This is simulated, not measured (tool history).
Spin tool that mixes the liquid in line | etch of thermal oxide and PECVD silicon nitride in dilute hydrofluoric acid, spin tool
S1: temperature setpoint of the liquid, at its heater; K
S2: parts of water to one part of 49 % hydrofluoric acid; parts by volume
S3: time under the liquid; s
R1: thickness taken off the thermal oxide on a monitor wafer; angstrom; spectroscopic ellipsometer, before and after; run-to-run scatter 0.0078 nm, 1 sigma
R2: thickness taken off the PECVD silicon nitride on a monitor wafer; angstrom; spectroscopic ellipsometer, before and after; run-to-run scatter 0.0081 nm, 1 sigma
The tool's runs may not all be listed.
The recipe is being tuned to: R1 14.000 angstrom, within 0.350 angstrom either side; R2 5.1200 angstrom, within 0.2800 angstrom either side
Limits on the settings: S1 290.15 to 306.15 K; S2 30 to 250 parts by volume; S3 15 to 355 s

run 1 hour=0.0 | S1=298.15 S2=140 S3=180 | R1=62.206 R2=22.4520
run 2 hour=6.3 | S1=297.15 S2=165 S3=165 | R1=44.306 R2=16.2500
run 3 hour=9.9 | S1=297.15 S2=145 S3=165 | R1=52.361 R2=18.4280
run 4 hour=11.2 | S1=296.15 S2=170 S3=155 | R1=38.880 R2=13.7860
run 5 hour=17.3 | S1=296.15 S2=170 S3=110 | R1=27.773 R2=9.6519
run 6 hour=23.9 | S1=295.65 S2=185 S3=110 | R1=24.527 R2=8.8671
run 7 hour=26.8 | S1=294.65 S2=195 S3=110 | R1=22.237 R2=7.5856
run 8 hour=32.4 | S1=294.65 S2=205 S3=110 | R1=20.900 R2=7.4401
run 9 hour=34.3 | S1=294.15 S2=215 S3=110 | R1=19.344 R2=6.8542
run 10 hour=39.9 | S1=294.15 S2=225 S3=110 | R1=18.304 R2=6.5999
run 11 hour=44.0 | S1=292.65 S2=250 S3=105 | R1=14.603 R2=5.0720

Exactly one of the 5 candidate moves below puts every result within its allowed miss. Which one?
run A hour=48.1 | S1=290.15 S2=205 S3=100 | R1=? R2=?
run B hour=48.1 | S1=290.15 S2=160 S3=70 | R1=? R2=?
run C hour=48.1 | S1=293.15 S2=230 S3=95 | R1=? R2=?
run D hour=48.1 | S1=291.65 S2=235 S3=95 | R1=? R2=?
run E hour=48.1 | S1=294.15 S2=250 S3=95 | R1=? R2=?

move=A R1=15.912 R2=4.9240
move=B R1=14.883 R2=4.3727
move=C R1=14.791 R2=5.1061
move=D R1=13.606 R2=4.5341
move=E R1=13.861 R2=5.0221
A: lands further from the targets than the last run did
B: lands further from the targets than the last run did
C: lands further from the targets than the last run did
D: takes the result that was furthest off past its target
E: every result within its allowed miss
Answer: E
